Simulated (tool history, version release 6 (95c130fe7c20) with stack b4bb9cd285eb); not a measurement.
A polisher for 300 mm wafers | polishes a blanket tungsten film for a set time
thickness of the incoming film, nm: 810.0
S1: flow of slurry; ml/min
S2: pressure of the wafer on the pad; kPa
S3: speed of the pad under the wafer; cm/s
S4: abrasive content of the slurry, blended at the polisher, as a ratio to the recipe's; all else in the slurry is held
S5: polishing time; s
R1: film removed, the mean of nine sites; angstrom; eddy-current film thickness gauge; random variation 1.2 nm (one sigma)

run  hour   S1    S2   S3  S4  S5      R1
  1     0  175    29   94   1  23    1102
  2   2.9  185  31.7   94   1  23  1226.8
  3   9.9  195  33.8   94   1  23  1330.4
  4  17.2  200  35.2   94   1  23  1376.6
  5  20.6  200  36.5   94   1  23  1418.5
  6  28.1  200  36.5  110   1  23  1673.1

The next listed run, before its measurement:
  7  29.3  200  36.5  110   1  23   ?

Run 7 gave R1 1646.8 angstrom.
